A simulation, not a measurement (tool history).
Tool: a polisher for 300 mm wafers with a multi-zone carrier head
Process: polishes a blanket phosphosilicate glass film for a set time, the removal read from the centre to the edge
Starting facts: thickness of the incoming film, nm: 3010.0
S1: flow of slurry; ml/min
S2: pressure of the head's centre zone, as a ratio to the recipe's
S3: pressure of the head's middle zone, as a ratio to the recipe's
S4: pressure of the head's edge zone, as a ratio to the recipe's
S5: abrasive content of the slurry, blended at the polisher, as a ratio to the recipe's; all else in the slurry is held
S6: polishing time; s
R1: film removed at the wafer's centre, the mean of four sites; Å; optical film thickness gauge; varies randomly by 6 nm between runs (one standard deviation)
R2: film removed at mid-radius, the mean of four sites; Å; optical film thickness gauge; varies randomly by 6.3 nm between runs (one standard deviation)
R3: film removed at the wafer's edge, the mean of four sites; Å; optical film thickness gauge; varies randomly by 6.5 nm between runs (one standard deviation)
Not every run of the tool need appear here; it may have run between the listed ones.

{"run": 1, "hour": 0.0, "S1": 140, "S2": 1.0, "S3": 1.0, "S4": 1.0, "S5": 1.0, "S6": 44, "R1": 5838.3, "R2": 5747.5, "R3": 5643.4}
{"run": 2, "hour": 3.0, "S1": 140, "S2": 1.05, "S3": 1.0, "S4": 1.0, "S5": 1.0, "S6": 44, "R1": 6262.6, "R2": 5635.7, "R3": 5693.4}
{"run": 3, "hour": 8.1, "S1": 135, "S2": 1.01, "S3": 0.98, "S4": 0.99, "S5": 0.9, "S6": 44, "R1": 5363.0, "R2": 5291.7, "R3": 5318.4}
{"run": 4, "hour": 12.1, "S1": 130, "S2": 1.0, "S3": 0.96, "S4": 0.97, "S5": 0.85, "S6": 44, "R1": 5282.5, "R2": 4977.7, "R3": 5261.0}
{"run": 5, "hour": 19.1, "S1": 130, "S2": 1.0, "S3": 0.96, "S4": 0.9, "S5": 0.85, "S6": 44, "R1": 5208.8, "R2": 4871.7, "R3": 5056.0}
{"run": 6, "hour": 24.3, "S1": 130, "S2": 0.92, "S3": 0.96, "S4": 0.9, "S5": 0.85, "S6": 44, "R1": 4800.8, "R2": 4957.6, "R3": 4908.9}
{"run": 7, "hour": 28.1, "S1": 125, "S2": 0.91, "S3": 0.95, "S4": 0.89, "S5": 0.8, "S6": 44, "R1": 4624.9, "R2": 4675.2, "R3": 4698.7}
{"run": 8, "hour": 33.2, "S1": 120, "S2": 0.89, "S3": 0.94, "S4": 0.89, "S5": 0.8, "S6": 44, "R1": 4256.5, "R2": 4555.4, "R3": 4743.8}

Expected results for the next run?
{"run": 9, "hour": 39.3, "S1": 120, "S2": 0.89, "S3": 0.94, "S4": 0.88, "S5": 0.8, "S6": 44, "R1": "?", "R2": "?", "R3": "?"}

Logged for run 9: R1 4333.5 Å, R2 4508.8 Å, R3 4630.0 Å.
